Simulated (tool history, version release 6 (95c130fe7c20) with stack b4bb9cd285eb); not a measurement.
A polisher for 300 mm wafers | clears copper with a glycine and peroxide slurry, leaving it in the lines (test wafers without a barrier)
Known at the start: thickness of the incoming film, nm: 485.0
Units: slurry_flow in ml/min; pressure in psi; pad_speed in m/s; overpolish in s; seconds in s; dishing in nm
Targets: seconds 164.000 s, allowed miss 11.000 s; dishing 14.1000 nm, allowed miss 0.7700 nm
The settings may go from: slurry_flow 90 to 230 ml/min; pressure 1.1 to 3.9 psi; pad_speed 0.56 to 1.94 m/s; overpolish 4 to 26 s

run  hour  slurry_flow  pressure  pad_speed  overpolish  seconds  dishing
  1   0.0          150       2.5       1.24          13   88.453  40.0650
  2   4.9          150       3.1       1.24          13   75.414  45.2940
  3  12.4          135       2.5       1.12          10   98.869  31.7080
  4  19.2          120       2.1       1.08           8  119.020  23.3840
  5  21.2          120       1.6       1.08           8  153.220  19.6450
  6  26.6          110       1.5       1.12           7  151.560  16.7570
  7  27.2          105       1.4       1.12           7  165.750  15.3770
  8  35.2          100       1.4       1.14           7  163.320  15.7050
  9  40.0          100       1.4       1.16           7  167.510  16.1790
 10  48.5          105       1.5       1.14           4  152.200  10.1460
 11  55.5          105       1.6       1.04           4  158.530   9.9124
 12  62.0          110       1.5       1.08           5  159.630  12.2420
 13  64.2          115       1.5       1.08           5  160.160  12.4840
 14  67.4          120       1.5       1.08           5  160.200  12.3680

4 next moves are on the table. One of them brings every result within its allowed miss. Which?
  A  70.6          125       1.6       1.20           5        ?        ?
  B  70.6          125       1.4       1.04           5        ?        ?
  C  70.6          110       2.6       0.74           5        ?        ?
  D  70.6          185       1.2       1.14           6        ?        ?

move  seconds  dishing
   A  140.170  13.9980
   B  171.020  11.7300
   C  141.170  14.0760
   D  167.050  14.0510
A: brings the result that was furthest off to its target, and leaves another outside
B: further off than the last run
C: brings the result that was furthest off to its target, and leaves another outside
D: meets every target
Move D is the one to make.
